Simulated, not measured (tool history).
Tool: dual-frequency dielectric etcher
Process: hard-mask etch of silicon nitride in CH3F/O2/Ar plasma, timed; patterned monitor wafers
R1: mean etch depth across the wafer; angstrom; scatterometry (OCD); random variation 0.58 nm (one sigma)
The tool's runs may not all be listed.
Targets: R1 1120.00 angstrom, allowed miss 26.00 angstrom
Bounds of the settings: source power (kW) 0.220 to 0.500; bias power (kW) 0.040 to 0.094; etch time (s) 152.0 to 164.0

Run 1, hour 0.0: source power (kW) 0.360, bias power (kW) 0.067, etch time (s) 164.0. Result: R1 1020.50 angstrom.
Run 2, hour 5.5: source power (kW) 0.360, bias power (kW) 0.056, etch time (s) 164.0. Result: R1 941.80 angstrom.
Run 3, hour 8.4: source power (kW) 0.390, bias power (kW) 0.058, etch time (s) 164.0. Result: R1 992.11 angstrom.
Run 4, hour 9.4: source power (kW) 0.410, bias power (kW) 0.059, etch time (s) 164.0. Result: R1 1030.20 angstrom.
At hour 14.4: source power generator calibrated.
Run 5, hour 14.4: source power (kW) 0.420, bias power (kW) 0.059, etch time (s) 164.0. Result: R1 1007.90 angstrom.
Run 6, hour 22.3: source power (kW) 0.420, bias power (kW) 0.059, etch time (s) 152.0. Result: R1 950.67 angstrom.
Run 7, hour 23.0: source power (kW) 0.430, bias power (kW) 0.063, etch time (s) 153.0. Result: R1 991.22 angstrom.
Run 8, hour 32.0: source power (kW) 0.440, bias power (kW) 0.066, etch time (s) 154.0. Result: R1 1026.50 angstrom.

Which of these 5 next moves meets every target?
Run A, hour 41.0: source power (kW) 0.410, bias power (kW) 0.066, etch time (s) 164.0. Result: R1 ?.
Run B, hour 41.0: source power (kW) 0.450, bias power (kW) 0.069, etch time (s) 155.5. Result: R1 ?.
Run C, hour 41.0: source power (kW) 0.400, bias power (kW) 0.071, etch time (s) 159.5. Result: R1 ?.
Run D, hour 41.0: source power (kW) 0.490, bias power (kW) 0.069, etch time (s) 164.0. Result: R1 ?.
Run E, hour 41.0: source power (kW) 0.500, bias power (kW) 0.071, etch time (s) 154.0. Result: R1 ?.

move       R1
   A  1053.10
   B  1061.20
   C  1046.50
   D  1161.60
   E  1114.20
A: nearer than the last run, and not there yet
B: nearer than the last run, and not there yet
C: nearer than the last run, and not there yet
D: takes the result that was furthest off past its target
E: meets every target
Answer: E
